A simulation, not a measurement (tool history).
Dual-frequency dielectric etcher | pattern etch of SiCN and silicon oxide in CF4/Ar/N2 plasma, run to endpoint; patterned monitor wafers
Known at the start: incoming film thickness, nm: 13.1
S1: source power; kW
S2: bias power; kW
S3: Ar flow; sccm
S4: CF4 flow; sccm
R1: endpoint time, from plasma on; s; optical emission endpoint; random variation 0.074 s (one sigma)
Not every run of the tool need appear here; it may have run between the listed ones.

run	day	S1	S2	S3	S4	R1
1	0.000	0.390	0.083	105	71	15.753
2	0.246	0.320	0.083	105	71	18.817
3	0.483	0.330	0.083	105	71	18.250
4	0.592	0.340	0.083	105	71	17.670
5	0.879	0.310	0.083	105	71	19.210
6	1.254	0.340	0.083	105	71	17.802

For run 7, what comes out?
7	1.567	0.350	0.083	105	71	?

R1: 17.480 s
